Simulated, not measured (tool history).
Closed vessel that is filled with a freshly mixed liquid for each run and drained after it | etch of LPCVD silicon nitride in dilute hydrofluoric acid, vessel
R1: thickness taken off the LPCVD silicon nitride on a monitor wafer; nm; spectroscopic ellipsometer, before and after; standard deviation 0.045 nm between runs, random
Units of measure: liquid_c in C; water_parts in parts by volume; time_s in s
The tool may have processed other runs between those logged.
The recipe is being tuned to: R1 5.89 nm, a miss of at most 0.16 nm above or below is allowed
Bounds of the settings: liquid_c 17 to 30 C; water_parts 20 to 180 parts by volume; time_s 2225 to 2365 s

{"run": 1, "hour": 0.0, "liquid_c": 22, "water_parts": 100, "time_s": 2225, "R1": 8.2423}
{"run": 2, "hour": 5.6, "liquid_c": 21, "water_parts": 100, "time_s": 2225, "R1": 7.6454}
{"run": 3, "hour": 7.8, "liquid_c": 21, "water_parts": 120, "time_s": 2225, "R1": 6.248}
{"run": 4, "hour": 13.0, "liquid_c": 21, "water_parts": 120, "time_s": 2365, "R1": 6.7249}
{"run": 5, "hour": 16.9, "liquid_c": 21, "water_parts": 120, "time_s": 2365, "R1": 6.7694}
{"run": 6, "hour": 23.8, "liquid_c": 20.5, "water_parts": 120, "time_s": 2365, "R1": 6.4606}
{"run": 7, "hour": 29.0, "liquid_c": 20, "water_parts": 120, "time_s": 2365, "R1": 6.2929}
{"run": 8, "hour": 37.0, "liquid_c": 19.5, "water_parts": 120, "time_s": 2365, "R1": 6.1596}

Of the 4 settings listed for the next run, only one would bring every result within its allowed miss of target. Which one?
{"run": "A", "hour": 45.0, "liquid_c": 21.5, "water_parts": 125, "time_s": 2240, "R1": "?"}
{"run": "B", "hour": 45.0, "liquid_c": 22, "water_parts": 140, "time_s": 2365, "R1": "?"}
{"run": "C", "hour": 45.0, "liquid_c": 17, "water_parts": 105, "time_s": 2250, "R1": "?"}
{"run": "D", "hour": 45.0, "liquid_c": 20.5, "water_parts": 130, "time_s": 2325, "R1": "?"}

move=A R1=6.4135
move=B R1=6.2631
move=C R1=5.6187
move=D R1=5.9923
A: lands further from the targets than the last run did
B: lands further from the targets than the last run did
C: takes the result that was furthest off past its target
D: all results in spec
Answer: D
